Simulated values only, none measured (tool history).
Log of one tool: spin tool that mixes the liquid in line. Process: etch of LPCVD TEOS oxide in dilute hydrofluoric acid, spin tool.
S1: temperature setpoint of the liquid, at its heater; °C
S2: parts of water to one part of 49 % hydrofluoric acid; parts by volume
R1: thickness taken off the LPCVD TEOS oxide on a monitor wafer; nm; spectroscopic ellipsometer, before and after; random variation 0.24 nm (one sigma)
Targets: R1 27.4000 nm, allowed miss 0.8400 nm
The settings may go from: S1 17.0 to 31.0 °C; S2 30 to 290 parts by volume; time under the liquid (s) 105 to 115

{"run": 1, "hour": 0.0, "S1": 23.0, "S2": 160, "time under the liquid (s)": 105, "R1": 11.319}
{"run": 2, "hour": 1.5, "S1": 23.0, "S2": 185, "time under the liquid (s)": 105, "R1": 9.3388}
{"run": 3, "hour": 2.5, "S1": 23.0, "S2": 145, "time under the liquid (s)": 105, "R1": 12.486}
{"run": 4, "hour": 5.0, "S1": 25.5, "S2": 145, "time under the liquid (s)": 105, "R1": 13.866}
{"run": 5, "hour": 9.5, "S1": 27.0, "S2": 145, "time under the liquid (s)": 105, "R1": 14.555}
{"run": 6, "hour": 13.8, "S1": 28.0, "S2": 120, "time under the liquid (s)": 105, "R1": 19.021}
{"run": 7, "hour": 19.3, "S1": 29.0, "S2": 110, "time under the liquid (s)": 105, "R1": 21.684}
{"run": 8, "hour": 26.2, "S1": 31.0, "S2": 85, "time under the liquid (s)": 105, "R1": 31.789}
{"run": 9, "hour": 34.2, "S1": 28.5, "S2": 85, "time under the liquid (s)": 105, "R1": 28.435}
{"hour": 41.2, "done": "thermometer replaced"}
{"run": 10, "hour": 41.2, "S1": 28.0, "S2": 85, "time under the liquid (s)": 105, "R1": 29.674}
{"run": 11, "hour": 42.6, "S1": 28.0, "S2": 85, "time under the liquid (s)": 105, "R1": 30.015}
{"run": 12, "hour": 48.4, "S1": 27.0, "S2": 85, "time under the liquid (s)": 105, "R1": 28.773}

Which of these 5 next moves meets every target?
{"run": "A", "hour": 54.2, "S1": 26.0, "S2": 80, "time under the liquid (s)": 105, "R1": "?"}
{"run": "B", "hour": 54.2, "S1": 27.5, "S2": 85, "time under the liquid (s)": 105, "R1": "?"}
{"run": "C", "hour": 54.2, "S1": 27.5, "S2": 95, "time under the liquid (s)": 110, "R1": "?"}
{"run": "D", "hour": 54.2, "S1": 27.5, "S2": 85, "time under the liquid (s)": 110, "R1": "?"}
{"run": "E", "hour": 54.2, "S1": 26.5, "S2": 80, "time under the liquid (s)": 105, "R1": "?"}

move=A R1=29.6380
move=B R1=29.3850
move=C R1=27.1730
move=D R1=30.7840
move=E R1=30.2280
A: further off than the last run
B: further off than the last run
C: meets every target
D: further off than the last run
E: further off than the last run
Move C is the one to make.

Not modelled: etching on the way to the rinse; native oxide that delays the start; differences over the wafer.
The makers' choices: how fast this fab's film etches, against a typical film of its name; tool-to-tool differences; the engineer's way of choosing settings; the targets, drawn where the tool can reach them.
